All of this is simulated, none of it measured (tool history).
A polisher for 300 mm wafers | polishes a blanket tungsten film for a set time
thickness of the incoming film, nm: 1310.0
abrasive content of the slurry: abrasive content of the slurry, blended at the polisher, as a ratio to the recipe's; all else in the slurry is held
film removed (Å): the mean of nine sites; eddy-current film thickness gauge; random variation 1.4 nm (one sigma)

run,hour,flow of slurry (ml/min),pressure of the wafer on the pad (kPa),speed of the pad under the wafer (cm/s),abrasive content of the slurry,polishing time (s),film removed (Å)
1,0,140,21.4,92,1,61,1965.7
2,8.1,165,21.4,92,1,61,2035.9
3,11.8,165,20,92,1,61,1885.7
4,12.9,165,20,70,1,61,1448.6
5,20.1,165,19.3,70,1,61,1426
6,28.1,165,18.6,70,1,61,1356.6
7,30.5,165,18.6,70,1,61,1360.7
8,35.9,165,17.9,70,1,61,1283.1
9,42.4,165,17.9,70,1,61,1313.8

Run 10 comes next. What will it give?
10,47.7,165,17.2,70,1,61,?

Run 10 gave film removed (Å) 1247.1.
